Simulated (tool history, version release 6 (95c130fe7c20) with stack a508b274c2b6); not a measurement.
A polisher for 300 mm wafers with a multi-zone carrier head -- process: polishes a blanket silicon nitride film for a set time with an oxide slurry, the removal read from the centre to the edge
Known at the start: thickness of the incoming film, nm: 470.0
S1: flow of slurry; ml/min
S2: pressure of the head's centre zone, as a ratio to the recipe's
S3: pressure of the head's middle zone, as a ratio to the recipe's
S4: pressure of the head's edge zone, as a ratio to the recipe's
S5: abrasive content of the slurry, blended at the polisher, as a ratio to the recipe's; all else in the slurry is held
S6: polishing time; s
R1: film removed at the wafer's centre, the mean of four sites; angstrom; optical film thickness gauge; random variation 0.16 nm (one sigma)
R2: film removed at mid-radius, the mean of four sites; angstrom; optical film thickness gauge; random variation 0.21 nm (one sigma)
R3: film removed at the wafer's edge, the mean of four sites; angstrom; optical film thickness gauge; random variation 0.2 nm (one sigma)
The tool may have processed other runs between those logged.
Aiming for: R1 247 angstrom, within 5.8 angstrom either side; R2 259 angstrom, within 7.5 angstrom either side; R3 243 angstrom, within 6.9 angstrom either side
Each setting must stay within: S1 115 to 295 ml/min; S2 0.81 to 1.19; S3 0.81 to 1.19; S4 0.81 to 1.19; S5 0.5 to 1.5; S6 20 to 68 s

| run | hour | S1 | S2 | S3 | S4 | S5 | S6 | R1 | R2 | R3 |
|---|---|---|---|---|---|---|---|---|---|---|
| 1 | 0 | 190 | 1 | 1 | 1 | 1 | 44 | 179.26 | 184.55 | 181.65 |
| 2 | 8.2 | 195 | 1.01 | 1.02 | 1.02 | 1.05 | 44 | 183.81 | 192.25 | 188.01 |
| 3 | 14 | 195 | 1.01 | 0.97 | 1.02 | 1.05 | 44 | 187.1 | 183.38 | 188.26 |
| 4 | 14.5 | 195 | 1.01 | 0.97 | 1.06 | 1.05 | 44 | 187.86 | 180.64 | 192.01 |
| 5 | 19.9 | 205 | 1.02 | 1 | 1.07 | 1.1 | 44 | 195.19 | 194.02 | 196.76 |
| 6 | 28.1 | 205 | 1.02 | 1 | 1.07 | 1.1 | 51 | 223.81 | 226.42 | 229.23 |
| 7 | 28.9 | 215 | 1.02 | 1.01 | 1.07 | 1.1 | 51 | 227.19 | 228.57 | 234.09 |
| 8 | 36.1 | 265 | 1.04 | 1.11 | 1 | 1.1 | 51 | 237.35 | 253.06 | 226.6 |

Which of these 4 next moves meets every target?
| A | 43.3 | 290 | 1.04 | 1.18 | 0.94 | 1.2 | 46 | ? | ? | ? |
| B | 43.3 | 265 | 1.04 | 1.09 | 1.05 | 0.95 | 57 | ? | ? | ? |
| C | 43.3 | 250 | 1.18 | 1.19 | 0.82 | 1.2 | 46 | ? | ? | ? |
| D | 43.3 | 260 | 0.98 | 1.06 | 0.98 | 1.15 | 50 | ? | ? | ? |

| move | R1 | R2 | R3 |
|---|---|---|---|
| A | 229.36 | 255.63 | 206.86 |
| B | 247.47 | 258 | 236.59 |
| C | 256.15 | 253.5 | 192.21 |
| D | 226.93 | 245.47 | 223.03 |
A: moves away from the targets compared with the last run
B: all results land within tolerance of their targets
C: moves away from the targets compared with the last run
D: moves away from the targets compared with the last run
The right move is B.

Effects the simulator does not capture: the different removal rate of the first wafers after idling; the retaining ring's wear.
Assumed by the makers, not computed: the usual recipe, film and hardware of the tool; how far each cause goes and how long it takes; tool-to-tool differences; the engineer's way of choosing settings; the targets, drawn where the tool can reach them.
